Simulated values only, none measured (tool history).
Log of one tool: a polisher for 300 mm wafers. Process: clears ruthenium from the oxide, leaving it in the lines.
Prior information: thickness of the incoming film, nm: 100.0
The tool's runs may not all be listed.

run,hour,flow of slurry (ml/min),pressure of the wafer on the pad (kPa),speed of the pad under the wafer (cm/s),overpolish time after the end point (s),time until the end point was called (s)
1,0,215,14.5,108,25,68.446
2,0.7,215,14.5,126,25,61.457
3,3.8,160,14.5,126,25,64.793
4,6.5,160,14.5,146,25,56.425
5,10.3,160,12.4,144,25,65.296
6,15,160,11,142,25,74.54
7,17.7,160,8.3,140,25,100.88

Estimate the outcome of run 8 from the log above:
8,18.3,160,9.7,140,25,?

time until the end point was called (s): 83.296
